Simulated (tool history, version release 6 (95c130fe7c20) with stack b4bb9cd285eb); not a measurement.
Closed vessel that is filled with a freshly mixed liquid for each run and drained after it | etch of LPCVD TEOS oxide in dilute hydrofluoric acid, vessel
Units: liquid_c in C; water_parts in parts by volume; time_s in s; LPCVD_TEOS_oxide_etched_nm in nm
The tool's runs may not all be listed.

| run | day | liquid_c | water_parts | time_s | LPCVD_TEOS_oxide_etched_nm |
|---|---|---|---|---|---|
| 1 | 0 | 25 | 190 | 100 | 25.79 |
| 2 | 0.283 | 25 | 190 | 105 | 26.839 |
| 3 | 0.621 | 26 | 190 | 105 | 27.817 |
| 4 | 0.858 | 26 | 190 | 100 | 26.714 |
| 5 | 1.158 | 26 | 230 | 100 | 20.826 |
| 6 | 1.317 | 26 | 185 | 100 | 27.27 |
| 7 | 1.371 | 27 | 185 | 100 | 28.49 |
| 8 | 1.658 | 27.5 | 185 | 100 | 28.857 |
| 9 | 1.796 | 28 | 185 | 100 | 29.75 |

Forecast run 10:
| 10 | 1.846 | 28.5 | 185 | 100 | ? |

Run 10 gave LPCVD_TEOS_oxide_etched_nm 29.9 nm.

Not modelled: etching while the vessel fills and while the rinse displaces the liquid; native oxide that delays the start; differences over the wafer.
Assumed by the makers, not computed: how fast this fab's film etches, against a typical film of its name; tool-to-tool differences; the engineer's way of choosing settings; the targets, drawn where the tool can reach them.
